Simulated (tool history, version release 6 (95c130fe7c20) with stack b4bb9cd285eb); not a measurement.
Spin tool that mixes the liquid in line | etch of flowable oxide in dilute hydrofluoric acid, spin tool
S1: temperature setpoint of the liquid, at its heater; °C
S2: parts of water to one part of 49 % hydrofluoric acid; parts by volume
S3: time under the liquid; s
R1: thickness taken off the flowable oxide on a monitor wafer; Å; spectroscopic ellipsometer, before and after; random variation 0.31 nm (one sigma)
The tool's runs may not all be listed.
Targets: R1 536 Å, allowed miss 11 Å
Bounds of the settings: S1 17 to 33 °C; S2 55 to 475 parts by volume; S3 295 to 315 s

| run | day | S1 | S2 | S3 | R1 |
|---|---|---|---|---|---|
| 1 | 0 | 25 | 265 | 295 | 296.95 |
| 2 | 0.029 | 26.5 | 250 | 295 | 334.48 |
| 3 | 0.258 | 26.5 | 250 | 315 | 357.09 |
| 4 | 0.446 | 23 | 250 | 315 | 313.38 |
| 5 | 0.538 | 21 | 250 | 315 | 294.41 |
| 6 | 0.904 | 19.5 | 250 | 315 | 274.77 |
| 7 | 1.225 | 23.5 | 220 | 315 | 374.3 |
| 8 | 1.408 | 25.5 | 220 | 315 | 402.21 |
| 9 | 1.683 | 25.5 | 220 | 315 | 404.71 |
| 10 | 1.783 | 27 | 220 | 315 | 429.84 |
| 11 | 2.004 | 28 | 220 | 315 | 438.66 |
| 12 | 2.217 | 29 | 220 | 315 | 457.83 |

5 next moves are on the table. One of them brings every result within its allowed miss. Which?
| A | 2.429 | 29.5 | 190 | 315 | ? |
| B | 2.429 | 26.5 | 170 | 310 | ? |
| C | 2.429 | 28.5 | 185 | 315 | ? |
| D | 2.429 | 30 | 185 | 315 | ? |
| E | 2.429 | 29.5 | 195 | 315 | ? |

| move | R1 |
|---|---|
| A | 554.42 |
| B | 559.07 |
| C | 552.5 |
| D | 582.93 |
| E | 537.15 |
A: takes the result that was furthest off past its target
B: takes the result that was furthest off past its target
C: takes the result that was furthest off past its target
D: takes the result that was furthest off past its target
E: meets every target
The right move is E.
